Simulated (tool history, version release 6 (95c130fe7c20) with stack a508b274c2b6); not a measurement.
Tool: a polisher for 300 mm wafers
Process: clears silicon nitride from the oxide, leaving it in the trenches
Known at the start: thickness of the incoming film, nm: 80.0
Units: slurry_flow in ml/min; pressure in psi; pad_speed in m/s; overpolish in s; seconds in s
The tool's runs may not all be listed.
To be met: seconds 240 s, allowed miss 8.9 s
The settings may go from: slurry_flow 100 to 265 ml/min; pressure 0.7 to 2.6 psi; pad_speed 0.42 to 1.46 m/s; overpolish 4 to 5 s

run	hour	slurry_flow	pressure	pad_speed	overpolish	seconds
1	0	170	1.6	0.94	5	182.56
2	6.3	170	1.6	0.94	4	178.43
3	15.1	170	1.5	0.94	4	189.56
4	22.3	170	1.5	1.1	4	164.83
5	23.3	170	1.5	1.26	4	144.12
6	24.8	170	1.5	1.26	4	141.56
7	30	170	1.3	1.26	4	158.64
8	34.6	165	1.2	1.24	4	167.58
9	36.5	165	1.1	1.2	4	182.41
10	43.4	165	1.1	1.2	4	181.24
11	50.4	165	1	1.18	4	194.01
12	54.1	165	0.9	1.16	4	211.69
13	55.9	165	0.8	1.14	4	228.34

Which of these 5 next moves meets every target?
A	57.7	160	0.8	1.24	4	?
B	57.7	150	0.8	1.2	5	?
C	57.7	150	1.4	0.88	4	?
D	57.7	185	0.8	1.18	4	?
E	57.7	155	0.7	1.18	4	?

move	seconds
A	211.82
B	220.15
C	216.13
D	219.16
E	238.01
A: further off than the last run
B: further off than the last run
C: further off than the last run
D: further off than the last run
E: meets every target
Answer: E

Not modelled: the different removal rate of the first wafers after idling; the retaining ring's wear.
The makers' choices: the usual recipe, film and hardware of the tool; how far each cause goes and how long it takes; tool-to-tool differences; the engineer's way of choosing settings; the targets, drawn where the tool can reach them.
